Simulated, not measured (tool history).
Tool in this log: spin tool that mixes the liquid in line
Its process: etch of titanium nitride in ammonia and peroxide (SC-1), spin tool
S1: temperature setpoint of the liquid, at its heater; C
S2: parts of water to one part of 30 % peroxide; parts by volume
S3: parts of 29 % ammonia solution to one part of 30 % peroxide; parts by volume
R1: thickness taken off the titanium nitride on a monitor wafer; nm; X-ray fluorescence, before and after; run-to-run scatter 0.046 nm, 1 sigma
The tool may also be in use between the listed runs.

Run 1, day 0.000: S1 47.0 C, S2 18.5 parts by volume, S3 0.60 parts by volume, time under the liquid (s) 205. Result: R1 7.9765 nm.
Run 2, day 0.142: S1 47.5 C, S2 18.5 parts by volume, S3 0.60 parts by volume, time under the liquid (s) 205. Result: R1 8.1593 nm.
Run 3, day 0.358: S1 47.5 C, S2 18.5 parts by volume, S3 0.40 parts by volume, time under the liquid (s) 205. Result: R1 7.6399 nm.
Run 4, day 0.525: S1 47.5 C, S2 18.5 parts by volume, S3 0.25 parts by volume, time under the liquid (s) 205. Result: R1 7.0186 nm.
At day 0.742: new drum of ammonia solution connected.
Run 5, day 0.742: S1 47.5 C, S2 22.0 parts by volume, S3 0.25 parts by volume, time under the liquid (s) 205. Result: R1 6.3937 nm.
Run 6, day 0.854: S1 47.5 C, S2 22.0 parts by volume, S3 0.25 parts by volume, time under the liquid (s) 225. Result: R1 7.1092 nm.
Run 7, day 1.229: S1 52.5 C, S2 22.0 parts by volume, S3 0.25 parts by volume, time under the liquid (s) 225. Result: R1 9.9994 nm.

What does the tool deliver on the next run?
Run 8, day 1.421: S1 52.5 C, S2 22.0 parts by volume, S3 0.25 parts by volume, time under the liquid (s) 225. Result: R1 ?.

{"run 8": {"R1": 9.9985}}

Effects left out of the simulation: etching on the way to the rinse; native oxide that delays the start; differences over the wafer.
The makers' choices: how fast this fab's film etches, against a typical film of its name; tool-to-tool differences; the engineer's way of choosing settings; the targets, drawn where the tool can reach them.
